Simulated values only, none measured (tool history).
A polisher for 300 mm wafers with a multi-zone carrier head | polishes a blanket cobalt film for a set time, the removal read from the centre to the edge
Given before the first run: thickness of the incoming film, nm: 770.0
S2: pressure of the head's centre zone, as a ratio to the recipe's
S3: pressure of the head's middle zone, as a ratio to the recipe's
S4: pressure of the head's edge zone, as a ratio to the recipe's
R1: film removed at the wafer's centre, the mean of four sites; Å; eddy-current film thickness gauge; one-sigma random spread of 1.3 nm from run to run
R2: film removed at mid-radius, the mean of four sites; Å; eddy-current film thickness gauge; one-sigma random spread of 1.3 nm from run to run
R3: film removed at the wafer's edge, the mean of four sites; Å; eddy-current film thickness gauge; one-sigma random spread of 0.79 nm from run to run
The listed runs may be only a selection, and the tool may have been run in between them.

run 1 hour=0.0 | flow_of_slurry_(ml/min)=200 S2=1.00 S3=1.00 S4=1.00 polishing_time_(s)=43 | R1=2160.5 R2=2184.80 R3=2205.90
run 2 hour=4.7 | flow_of_slurry_(ml/min)=220 S2=1.00 S3=1.00 S4=1.00 polishing_time_(s)=43 | R1=2198.0 R2=2191.20 R3=2251.20
run 3 hour=10.3 | flow_of_slurry_(ml/min)=250 S2=1.00 S3=1.00 S4=1.00 polishing_time_(s)=43 | R1=2281.2 R2=2250.80 R3=2275.40
run 4 hour=11.9 | flow_of_slurry_(ml/min)=235 S2=1.01 S3=0.98 S4=0.97 polishing_time_(s)=40 | R1=2080.1 R2=2059.70 R3=2071.50
run 5 hour=19.2 | flow_of_slurry_(ml/min)=225 S2=1.03 S3=0.96 S4=0.95 polishing_time_(s)=37 | R1=1967.4 R2=1859.20 R3=1879.50
run 6 hour=23.9 | flow_of_slurry_(ml/min)=225 S2=1.03 S3=1.01 S4=0.95 polishing_time_(s)=37 | R1=1983.3 R2=1924.00 R3=1885.80
run 7 hour=31.3 | flow_of_slurry_(ml/min)=215 S2=1.03 S3=0.99 S4=0.94 polishing_time_(s)=34 | R1=1817.8 R2=1736.50 R3=1720.40
run 8 hour=34.4 | flow_of_slurry_(ml/min)=210 S2=1.03 S3=0.97 S4=0.93 polishing_time_(s)=32 | R1=1685.4 R2=1570.60 R3=1605.50
run 9 hour=39.7 | flow_of_slurry_(ml/min)=195 S2=1.04 S3=0.94 S4=0.83 polishing_time_(s)=20 | R1=1051.4 R2=948.52 R3=935.52
run 10 hour=43.7 | flow_of_slurry_(ml/min)=205 S2=1.04 S3=0.94 S4=0.84 polishing_time_(s)=20 | R1=1052.6 R2=953.53 R3=949.43

Forecast run 11:
run 11 hour=46.9 | flow_of_slurry_(ml/min)=210 S2=1.05 S3=0.95 S4=0.86 polishing_time_(s)=20 | R1=? R2=? R3=?

For run 11 the tool returned R1 1082.6 Å, R2 962.98 Å, R3 951.87 Å.

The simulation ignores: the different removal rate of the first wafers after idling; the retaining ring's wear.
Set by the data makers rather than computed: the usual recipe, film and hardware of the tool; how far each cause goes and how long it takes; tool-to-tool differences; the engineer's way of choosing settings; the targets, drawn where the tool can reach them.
